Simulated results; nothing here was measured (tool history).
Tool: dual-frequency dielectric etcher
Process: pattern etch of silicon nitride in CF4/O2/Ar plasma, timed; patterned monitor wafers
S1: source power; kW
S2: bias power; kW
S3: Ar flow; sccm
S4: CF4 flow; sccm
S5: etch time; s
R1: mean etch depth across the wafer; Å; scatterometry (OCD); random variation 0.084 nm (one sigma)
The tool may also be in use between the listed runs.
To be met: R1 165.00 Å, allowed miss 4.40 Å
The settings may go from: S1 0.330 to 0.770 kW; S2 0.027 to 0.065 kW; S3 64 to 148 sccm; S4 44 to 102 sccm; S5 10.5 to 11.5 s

{"run": 1, "day": 0.0, "S1": 0.55, "S2": 0.046, "S3": 106, "S4": 73, "S5": 11.5, "R1": 201.96}
{"run": 2, "day": 0.221, "S1": 0.55, "S2": 0.046, "S3": 89, "S4": 73, "S5": 11.5, "R1": 204.45}
{"run": 3, "day": 0.504, "S1": 0.55, "S2": 0.046, "S3": 103, "S4": 73, "S5": 11.5, "R1": 201.95}
{"run": 4, "day": 0.575, "S1": 0.53, "S2": 0.046, "S3": 103, "S4": 73, "S5": 11.5, "R1": 197.3}
{"run": 5, "day": 0.817, "S1": 0.51, "S2": 0.046, "S3": 103, "S4": 73, "S5": 11.5, "R1": 195.05}
{"run": 6, "day": 1.05, "S1": 0.43, "S2": 0.046, "S3": 103, "S4": 73, "S5": 11.5, "R1": 179.74}
{"run": 7, "day": 1.221, "S1": 0.42, "S2": 0.046, "S3": 103, "S4": 73, "S5": 11.5, "R1": 176.53}
{"run": 8, "day": 1.517, "S1": 0.41, "S2": 0.046, "S3": 103, "S4": 73, "S5": 11.5, "R1": 175.07}

Which of these 4 next moves meets every target?
{"run": "A", "day": 1.812, "S1": 0.43, "S2": 0.054, "S3": 95, "S4": 76, "S5": 11.5, "R1": "?"}
{"run": "B", "day": 1.812, "S1": 0.45, "S2": 0.05, "S3": 110, "S4": 74, "S5": 11.5, "R1": "?"}
{"run": "C", "day": 1.812, "S1": 0.45, "S2": 0.048, "S3": 117, "S4": 57, "S5": 11.5, "R1": "?"}
{"run": "D", "day": 1.812, "S1": 0.4, "S2": 0.047, "S3": 115, "S4": 80, "S5": 11.0, "R1": "?"}

move=A R1=196.49
move=B R1=188.81
move=C R1=177.21
move=D R1=166.78
A: further off than the last run
B: further off than the last run
C: further off than the last run
D: meets every target
Answer: D
